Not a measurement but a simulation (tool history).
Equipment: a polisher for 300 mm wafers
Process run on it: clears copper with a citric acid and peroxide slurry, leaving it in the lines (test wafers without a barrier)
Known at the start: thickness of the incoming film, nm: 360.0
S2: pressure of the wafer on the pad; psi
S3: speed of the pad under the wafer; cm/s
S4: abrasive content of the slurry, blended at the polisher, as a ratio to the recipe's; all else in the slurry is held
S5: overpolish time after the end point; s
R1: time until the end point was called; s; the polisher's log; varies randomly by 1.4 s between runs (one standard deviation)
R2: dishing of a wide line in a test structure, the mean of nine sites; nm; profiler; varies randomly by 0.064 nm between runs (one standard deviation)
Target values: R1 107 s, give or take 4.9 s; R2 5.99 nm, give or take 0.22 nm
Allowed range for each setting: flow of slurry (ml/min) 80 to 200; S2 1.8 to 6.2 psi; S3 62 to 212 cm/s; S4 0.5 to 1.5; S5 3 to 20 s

Run 1, hour 0: flow of slurry (ml/min) 130, S2 4 psi, S3 136 cm/s, S4 1, S5 10 s. Result: R1 106.8 s, R2 14.641 nm.
Run 2, hour 6.5: flow of slurry (ml/min) 130, S2 4 psi, S3 136 cm/s, S4 0.8, S5 10 s. Result: R1 113.18 s, R2 13.719 nm.
Run 3, hour 14.8: flow of slurry (ml/min) 130, S2 4 psi, S3 166 cm/s, S4 0.8, S5 10 s. Result: R1 95.904 s, R2 15.644 nm.
Run 4, hour 18.1: flow of slurry (ml/min) 130, S2 3.6 psi, S3 166 cm/s, S4 0.8, S5 10 s. Result: R1 104.59 s, R2 14.578 nm.
Run 5, hour 27: flow of slurry (ml/min) 140, S2 3.4 psi, S3 166 cm/s, S4 0.75, S5 9 s. Result: R1 113.09 s, R2 13.239 nm.
Run 6, hour 33.9: flow of slurry (ml/min) 130, S2 3.7 psi, S3 150 cm/s, S4 0.7, S5 8 s. Result: R1 116.77 s, R2 12.024 nm.
Run 7, hour 39.6: flow of slurry (ml/min) 120, S2 4 psi, S3 136 cm/s, S4 0.65, S5 7 s. Result: R1 117.83 s, R2 10.778 nm.
Run 8, hour 41.4: flow of slurry (ml/min) 115, S2 4.3 psi, S3 124 cm/s, S4 0.65, S5 6 s. Result: R1 124.65 s, R2 9.459 nm.
Run 9, hour 44.4: flow of slurry (ml/min) 80, S2 5.4 psi, S3 86 cm/s, S4 0.9, S5 3 s. Result: R1 140.51 s, R2 4.8427 nm.
Run 10, hour 45.9: flow of slurry (ml/min) 90, S2 5.5 psi, S3 86 cm/s, S4 0.9, S5 3 s. Result: R1 127.67 s, R2 5.0271 nm.
Run 11, hour 47: flow of slurry (ml/min) 95, S2 5.5 psi, S3 86 cm/s, S4 0.9, S5 3 s. Result: R1 127.11 s, R2 5.0994 nm.
Run 12, hour 49.9: flow of slurry (ml/min) 100, S2 5.5 psi, S3 86 cm/s, S4 0.9, S5 3 s. Result: R1 127.95 s, R2 5.2857 nm.
Run 13, hour 52: flow of slurry (ml/min) 105, S2 5.6 psi, S3 86 cm/s, S4 0.9, S5 3 s. Result: R1 118.18 s, R2 5.3335 nm.
Run 14, hour 59.5: flow of slurry (ml/min) 110, S2 5.6 psi, S3 86 cm/s, S4 0.9, S5 3 s. Result: R1 121.35 s, R2 5.3873 nm.
Run 15, hour 64.5: flow of slurry (ml/min) 115, S2 5.6 psi, S3 86 cm/s, S4 0.9, S5 3 s. Result: R1 122.3 s, R2 5.4599 nm.
Run 16, hour 71.1: flow of slurry (ml/min) 120, S2 5.7 psi, S3 86 cm/s, S4 0.9, S5 3 s. Result: R1 117.77 s, R2 5.5762 nm.

Next run, 4 choices. One meets every target within its allowed miss, the rest don't. Which?
Run A, hour 77.7: flow of slurry (ml/min) 90, S2 6 psi, S3 78 cm/s, S4 1, S5 3 s. Result: R1 ?, R2 ?.
Run B, hour 77.7: flow of slurry (ml/min) 135, S2 6.2 psi, S3 62 cm/s, S4 1.05, S5 3 s. Result: R1 ?, R2 ?.
Run C, hour 77.7: flow of slurry (ml/min) 105, S2 6 psi, S3 84 cm/s, S4 0.65, S5 3 s. Result: R1 ?, R2 ?.
Run D, hour 77.7: flow of slurry (ml/min) 105, S2 6 psi, S3 88 cm/s, S4 1.05, S5 3 s. Result: R1 ?, R2 ?.

move      R1      R2
   A  123.41  5.2565
   B  126.22  5.1552
   C  122.04  5.3079
   D  106.18  5.9893
A: lands further from the targets than the last run did
B: lands further from the targets than the last run did
C: lands further from the targets than the last run did
D: every result within its allowed miss
Go with D: it meets all targets.
